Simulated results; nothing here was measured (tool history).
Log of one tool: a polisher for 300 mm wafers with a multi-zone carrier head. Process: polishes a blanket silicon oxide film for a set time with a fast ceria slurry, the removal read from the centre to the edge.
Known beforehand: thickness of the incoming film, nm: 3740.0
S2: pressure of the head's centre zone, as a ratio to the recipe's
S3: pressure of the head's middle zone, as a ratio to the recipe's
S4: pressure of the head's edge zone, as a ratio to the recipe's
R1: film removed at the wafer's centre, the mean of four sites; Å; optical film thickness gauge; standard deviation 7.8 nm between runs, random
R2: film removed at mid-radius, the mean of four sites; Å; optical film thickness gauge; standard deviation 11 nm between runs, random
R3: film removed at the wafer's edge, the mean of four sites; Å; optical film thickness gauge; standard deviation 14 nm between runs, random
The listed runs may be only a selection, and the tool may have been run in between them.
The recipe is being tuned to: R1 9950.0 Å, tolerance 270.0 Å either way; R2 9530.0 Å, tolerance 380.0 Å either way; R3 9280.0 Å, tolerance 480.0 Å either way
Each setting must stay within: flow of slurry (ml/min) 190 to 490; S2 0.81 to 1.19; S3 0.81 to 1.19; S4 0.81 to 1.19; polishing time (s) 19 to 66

run 1 hour=0.0 | flow_of_slurry_(ml/min)=315 S2=1.00 S3=1.00 S4=1.00 polishing_time_(s)=42 | R1=8208.1 R2=8387.2 R3=8105.4
run 2 hour=0.5 | flow_of_slurry_(ml/min)=315 S2=0.95 S3=1.00 S4=1.00 polishing_time_(s)=42 | R1=7798.2 R2=8287.8 R3=8186.3
run 3 hour=3.4 | flow_of_slurry_(ml/min)=315 S2=1.01 S3=1.00 S4=1.00 polishing_time_(s)=42 | R1=8243.2 R2=8550.8 R3=8219.5
run 4 hour=9.8 | flow_of_slurry_(ml/min)=320 S2=1.04 S3=1.00 S4=1.02 polishing_time_(s)=42 | R1=8409.5 R2=8197.0 R3=8108.1
run 5 hour=13.8 | flow_of_slurry_(ml/min)=320 S2=1.05 S3=1.01 S4=1.03 polishing_time_(s)=43 | R1=8776.6 R2=8408.1 R3=8490.4
run 6 hour=16.9 | flow_of_slurry_(ml/min)=320 S2=1.06 S3=1.03 S4=1.03 polishing_time_(s)=44 | R1=8995.6 R2=8926.4 R3=8569.8
run 7 hour=22.9 | flow_of_slurry_(ml/min)=320 S2=1.07 S3=1.03 S4=1.04 polishing_time_(s)=45 | R1=9276.9 R2=9223.3 R3=8733.2
run 8 hour=29.5 | flow_of_slurry_(ml/min)=320 S2=1.07 S3=1.03 S4=1.04 polishing_time_(s)=45 | R1=9547.9 R2=9063.5 R3=9034.8
run 9 hour=32.4 | flow_of_slurry_(ml/min)=320 S2=1.07 S3=1.04 S4=1.04 polishing_time_(s)=45 | R1=9427.4 R2=9420.1 R3=8862.5
run 10 hour=33.8 | flow_of_slurry_(ml/min)=320 S2=1.08 S3=1.04 S4=1.05 polishing_time_(s)=45 | R1=9518.3 R2=9281.4 R3=8909.0
run 11 hour=34.5 | flow_of_slurry_(ml/min)=320 S2=1.08 S3=1.04 S4=1.06 polishing_time_(s)=45 | R1=9432.4 R2=9398.6 R3=9090.2
run 12 hour=37.8 | flow_of_slurry_(ml/min)=325 S2=1.09 S3=1.04 S4=1.06 polishing_time_(s)=45 | R1=9554.7 R2=9290.2 R3=9002.3
run 13 hour=39.1 | flow_of_slurry_(ml/min)=325 S2=1.10 S3=1.04 S4=1.07 polishing_time_(s)=45 | R1=9625.5 R2=9410.0 R3=9395.2

Which single option among these 5 for the next run brings every result within its allowed miss of target? Just one does.
run A hour=40.4 | flow_of_slurry_(ml/min)=375 S2=1.03 S3=1.09 S4=1.10 polishing_time_(s)=43 | R1=? R2=? R3=?
run B hour=40.4 | flow_of_slurry_(ml/min)=335 S2=1.05 S3=1.10 S4=1.16 polishing_time_(s)=44 | R1=? R2=? R3=?
run C hour=40.4 | flow_of_slurry_(ml/min)=325 S2=1.13 S3=1.10 S4=0.91 polishing_time_(s)=45 | R1=? R2=? R3=?
run D hour=40.4 | flow_of_slurry_(ml/min)=315 S2=1.11 S3=1.05 S4=1.09 polishing_time_(s)=46 | R1=? R2=? R3=?
run E hour=40.4 | flow_of_slurry_(ml/min)=305 S2=1.07 S3=1.01 S4=1.09 polishing_time_(s)=45 | R1=? R2=? R3=?

move=A R1=8739.5 R2=9301.2 R3=8672.9
move=B R1=9018.1 R2=9494.9 R3=9048.1
move=C R1=9898.9 R2=9681.9 R3=8198.5
move=D R1=9900.8 R2=9480.6 R3=9126.8
move=E R1=9297.0 R2=8946.0 R3=8910.4
A: further off than the last run
B: further off than the last run
C: brings the result that was furthest off to its target, and leaves another outside
D: each result inside its tolerance
E: further off than the last run
Move D is the one to make.
